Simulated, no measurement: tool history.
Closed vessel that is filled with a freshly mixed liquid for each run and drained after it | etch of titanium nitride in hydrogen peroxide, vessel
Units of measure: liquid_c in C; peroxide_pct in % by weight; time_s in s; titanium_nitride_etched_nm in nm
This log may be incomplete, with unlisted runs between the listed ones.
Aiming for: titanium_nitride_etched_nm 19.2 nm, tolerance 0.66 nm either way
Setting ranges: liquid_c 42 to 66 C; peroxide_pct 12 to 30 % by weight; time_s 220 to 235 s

| run | hour | liquid_c | peroxide_pct | time_s | titanium_nitride_etched_nm |
|---|---|---|---|---|---|
| 1 | 0 | 58 | 21 | 220 | 11.146 |
| 2 | 5.8 | 60.5 | 21 | 220 | 13.384 |
| 3 | 9.9 | 62 | 21 | 220 | 14.649 |
| 4 | 17.3 | 62 | 16.5 | 220 | 13.888 |
| 5 | 25.2 | 63.5 | 17 | 220 | 15.637 |
| 6 | 25.9 | 64.5 | 17.5 | 220 | 16.622 |
| 7 | 34.4 | 65 | 18 | 220 | 17.473 |
| 8 | 39.2 | 65.5 | 18.5 | 220 | 18.212 |

Which one of the following 4 next-run settings gets every result inside its allowed miss? There is exactly one.
| A | 44 | 64 | 20.5 | 220 | ? |
| B | 44 | 65.5 | 16.5 | 220 | ? |
| C | 44 | 63.5 | 19 | 220 | ? |
| D | 44 | 65.5 | 21 | 225 | ? |

| move | titanium_nitride_etched_nm |
|---|---|
| A | 16.7 |
| B | 17.606 |
| C | 15.893 |
| D | 18.956 |
A: the biggest miss grows against the last run
B: the biggest miss grows against the last run
C: the biggest miss grows against the last run
D: meets every target
D meets every target.

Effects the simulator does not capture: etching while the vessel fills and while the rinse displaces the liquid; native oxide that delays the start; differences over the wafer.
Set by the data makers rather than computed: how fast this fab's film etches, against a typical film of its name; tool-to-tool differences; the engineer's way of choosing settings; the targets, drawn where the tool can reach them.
